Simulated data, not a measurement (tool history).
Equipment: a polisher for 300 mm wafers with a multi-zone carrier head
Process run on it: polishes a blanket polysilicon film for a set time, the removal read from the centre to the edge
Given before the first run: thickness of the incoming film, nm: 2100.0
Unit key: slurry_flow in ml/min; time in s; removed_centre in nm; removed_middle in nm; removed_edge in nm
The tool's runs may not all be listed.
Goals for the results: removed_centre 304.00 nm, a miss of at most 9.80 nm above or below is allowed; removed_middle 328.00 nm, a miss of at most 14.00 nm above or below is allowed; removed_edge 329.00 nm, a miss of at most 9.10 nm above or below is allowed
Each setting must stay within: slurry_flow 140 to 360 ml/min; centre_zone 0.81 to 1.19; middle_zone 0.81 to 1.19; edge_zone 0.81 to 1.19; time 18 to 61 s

run	day	slurry_flow	centre_zone	middle_zone	edge_zone	time	removed_centre	removed_middle	removed_edge
1	0.000	230	1.00	1.00	1.00	39	250.65	245.29	253.86
2	0.196	230	1.03	1.00	1.00	39	255.97	246.95	254.36
3	0.258	230	1.03	1.07	1.00	39	255.16	265.98	254.48
4	0.521	235	1.03	1.08	1.03	40	263.54	275.69	260.16
5	0.608	230	1.01	1.07	1.04	42	269.27	278.02	275.43
6	0.650	235	1.00	1.08	1.05	43	274.98	294.11	284.02
7	0.967	235	1.00	1.08	1.05	43	275.06	287.78	287.06
8	1.117	245	1.00	1.09	1.07	44	284.70	299.60	296.32
9	1.292	255	1.00	1.10	1.09	44	287.05	313.54	299.47
10	1.400	260	1.00	1.09	1.11	44	282.89	310.89	304.93
11	1.467	270	1.01	1.08	1.12	44	286.65	297.66	305.66
12	1.512	275	1.01	1.09	1.13	44	287.15	311.55	305.24

Exercise: of the 4 proposed moves below, exactly one satisfies all targets within the stated allowed misses. Which move is it?
A	1.558	280	1.05	1.17	1.09	48	?	?	?
B	1.558	275	1.15	1.01	1.11	44	?	?	?
C	1.558	250	1.10	1.06	1.08	44	?	?	?
D	1.558	320	1.02	1.13	1.19	45	?	?	?

move	removed_centre	removed_middle	removed_edge
A	327.08	357.87	330.33
B	322.44	288.59	305.79
C	306.96	297.45	298.87
D	303.78	329.99	327.52
A: the worst result of the last run now meets its target, but another is out of spec
B: the biggest miss grows against the last run
C: the biggest miss grows against the last run
D: all results in spec
Answer: D
